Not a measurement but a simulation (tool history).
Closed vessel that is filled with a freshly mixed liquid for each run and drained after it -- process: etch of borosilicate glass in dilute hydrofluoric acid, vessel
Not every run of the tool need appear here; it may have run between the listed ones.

| run | hour | temperature setpoint of the liquid (C) | parts of water to one part of 49 % hydrofluoric acid (parts by volume) | time in the liquid (s) | thickness taken off the borosilicate glass on a monitor wafer (angstrom) |
|---|---|---|---|---|---|
| 1 | 0 | 21 | 70 | 100 | 487.78 |
| 2 | 8.7 | 22 | 65 | 100 | 556.7 |
| 3 | 17.8 | 22 | 65 | 100 | 552.38 |
| 4 | 21.6 | 24 | 65 | 100 | 606.6 |
| 5 | 24 | 24 | 50 | 100 | 816.33 |
| 6 | 24.8 | 24 | 50 | 100 | 806.71 |
| 7 | 31.7 | 24.5 | 50 | 100 | 805.65 |
| 8 | 35.9 | 25 | 50 | 100 | 818.39 |

Run 9, settings as shown, results not yet in. Your forecast:
| 9 | 40.3 | 25 | 50 | 100 | ? |

thickness taken off the borosilicate glass on a monitor wafer (angstrom): 836.92

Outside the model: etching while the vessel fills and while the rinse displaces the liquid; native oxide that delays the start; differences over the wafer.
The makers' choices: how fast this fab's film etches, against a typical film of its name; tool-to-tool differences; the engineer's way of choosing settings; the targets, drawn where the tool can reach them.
